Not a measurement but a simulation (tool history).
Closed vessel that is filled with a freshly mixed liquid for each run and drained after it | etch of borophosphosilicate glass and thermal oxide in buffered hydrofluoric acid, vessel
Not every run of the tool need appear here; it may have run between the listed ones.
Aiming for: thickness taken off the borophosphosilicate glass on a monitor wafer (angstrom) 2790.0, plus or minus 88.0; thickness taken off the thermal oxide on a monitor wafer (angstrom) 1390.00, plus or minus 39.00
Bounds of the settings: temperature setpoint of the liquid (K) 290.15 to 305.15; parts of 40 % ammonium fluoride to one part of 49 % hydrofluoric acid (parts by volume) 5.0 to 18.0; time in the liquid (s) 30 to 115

| run | hour | temperature setpoint of the liquid (K) | parts of 40 % ammonium fluoride to one part of 49 % hydrofluoric acid (parts by volume) | time in the liquid (s) | thickness taken off the borophosphosilicate glass on a monitor wafer (angstrom) | thickness taken off the thermal oxide on a monitor wafer (angstrom) |
|---|---|---|---|---|---|---|
| 1 | 0.0 | 297.15 | 11.0 | 60 | 1142.0 | 571.34 |
| 2 | 7.3 | 297.15 | 12.5 | 60 | 1015.6 | 500.35 |
| 3 | 13.0 | 297.15 | 12.5 | 80 | 1357.3 | 668.05 |
| 4 | 20.1 | 299.15 | 11.5 | 80 | 1617.4 | 813.31 |
| 5 | 22.6 | 302.15 | 11.5 | 80 | 1934.6 | 949.80 |
| 6 | 30.2 | 302.15 | 8.5 | 80 | 2533.3 | 1240.50 |
| 7 | 32.9 | 302.65 | 8.5 | 80 | 2587.4 | 1276.90 |
| 8 | 37.5 | 303.15 | 8.5 | 80 | 2621.5 | 1311.50 |
| 9 | 40.1 | 303.65 | 8.5 | 80 | 2724.2 | 1345.50 |

Exactly one of the 5 candidate moves below puts every result within its allowed miss. Which one?
| A | 42.7 | 298.15 | 7.5 | 90 | ? | ? |
| B | 42.7 | 304.15 | 8.0 | 75 | ? | ? |
| C | 42.7 | 302.65 | 10.0 | 90 | ? | ? |
| D | 42.7 | 303.15 | 7.0 | 65 | ? | ? |
| E | 42.7 | 302.65 | 8.5 | 80 | ? | ? |

| move | thickness taken off the borophosphosilicate glass on a monitor wafer (angstrom) | thickness taken off the thermal oxide on a monitor wafer (angstrom) |
|---|---|---|
| A | 2604.3 | 1290.60 |
| B | 2780.3 | 1384.10 |
| C | 2536.0 | 1263.90 |
| D | 2645.8 | 1314.20 |
| E | 2566.0 | 1277.10 |
A: misses by more than the last run did
B: hits every target within its allowed miss
C: misses by more than the last run did
D: misses by more than the last run did
E: misses by more than the last run did
B meets every target.

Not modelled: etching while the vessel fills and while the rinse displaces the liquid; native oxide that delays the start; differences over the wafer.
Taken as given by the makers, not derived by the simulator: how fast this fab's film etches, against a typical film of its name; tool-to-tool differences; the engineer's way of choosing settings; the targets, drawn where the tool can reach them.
